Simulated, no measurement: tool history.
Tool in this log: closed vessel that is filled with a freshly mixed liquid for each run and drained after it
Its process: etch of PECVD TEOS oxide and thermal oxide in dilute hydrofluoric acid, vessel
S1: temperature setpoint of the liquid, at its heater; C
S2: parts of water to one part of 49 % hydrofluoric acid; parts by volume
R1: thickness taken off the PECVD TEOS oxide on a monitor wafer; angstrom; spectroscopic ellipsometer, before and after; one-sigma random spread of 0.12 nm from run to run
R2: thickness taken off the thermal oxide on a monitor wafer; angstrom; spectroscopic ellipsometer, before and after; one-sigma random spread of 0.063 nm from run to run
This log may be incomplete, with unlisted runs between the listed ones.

run 1 day=0.000 | S1=21.0 S2=130 time_in_the_liquid_(s)=75 | R1=69.617 R2=22.690
run 2 day=0.121 | S1=21.0 S2=110 time_in_the_liquid_(s)=75 | R1=84.798 R2=27.780
run 3 day=0.342 | S1=22.5 S2=105 time_in_the_liquid_(s)=75 | R1=94.675 R2=30.288
run 4 day=0.679 | S1=22.5 S2=130 time_in_the_liquid_(s)=75 | R1=73.115 R2=23.718
run 5 day=0.721 | S1=22.5 S2=90 time_in_the_liquid_(s)=75 | R1=113.650 R2=35.640
run 6 day=0.929 | S1=23.0 S2=90 time_in_the_liquid_(s)=75 | R1=115.480 R2=37.268
run 7 day=1.258 | S1=24.0 S2=90 time_in_the_liquid_(s)=75 | R1=119.580 R2=39.154
run 8 day=1.558 | S1=24.5 S2=90 time_in_the_liquid_(s)=75 | R1=124.690 R2=39.943
run 9 day=1.650 | S1=24.5 S2=90 time_in_the_liquid_(s)=75 | R1=122.040 R2=38.530

Predict the results of run 10:
run 10 day=2.025 | S1=25.0 S2=90 time_in_the_liquid_(s)=75 | R1=? R2=?

Run 10 measured R1 125.540 angstrom, R2 40.705 angstrom.
